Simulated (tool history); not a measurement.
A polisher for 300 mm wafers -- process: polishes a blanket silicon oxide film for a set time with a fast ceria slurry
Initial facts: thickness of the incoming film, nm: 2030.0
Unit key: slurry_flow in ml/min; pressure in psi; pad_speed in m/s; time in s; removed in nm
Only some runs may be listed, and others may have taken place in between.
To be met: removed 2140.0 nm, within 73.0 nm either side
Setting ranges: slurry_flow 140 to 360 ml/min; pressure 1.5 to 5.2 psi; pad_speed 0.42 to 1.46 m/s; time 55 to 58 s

run	day	slurry_flow	pressure	pad_speed	time	removed
1	0.000	230	3.3	0.94	55	1069.8
2	0.067	230	3.3	0.94	55	1048.8
3	0.375	230	3.3	0.94	55	1071.1
4	0.571	230	3.9	0.98	55	1324.8
5	0.817	230	3.9	0.88	55	1185.4
6	1.162	230	4.3	0.94	55	1372.4
7	1.529	230	4.6	1.00	55	1548.8
8	1.650	230	4.8	1.06	55	1719.6
# day 1.900: slurry nozzle cleaned
9	1.900	230	4.9	1.10	55	1882.6
10	2.121	230	5.0	1.12	55	1934.6
11	2.296	230	5.1	1.14	55	2024.3

Which of these 4 next moves meets every target?
A	2.471	185	4.7	1.36	55	?
B	2.471	230	5.2	1.08	56	?
C	2.471	230	5.1	1.06	58	?
D	2.471	280	5.1	1.04	58	?

move	removed
A	2093.1
B	1938.4
C	1934.2
D	1941.4
A: all results land within tolerance of their targets
B: moves away from the targets compared with the last run
C: moves away from the targets compared with the last run
D: moves away from the targets compared with the last run
Move A is the one to make.
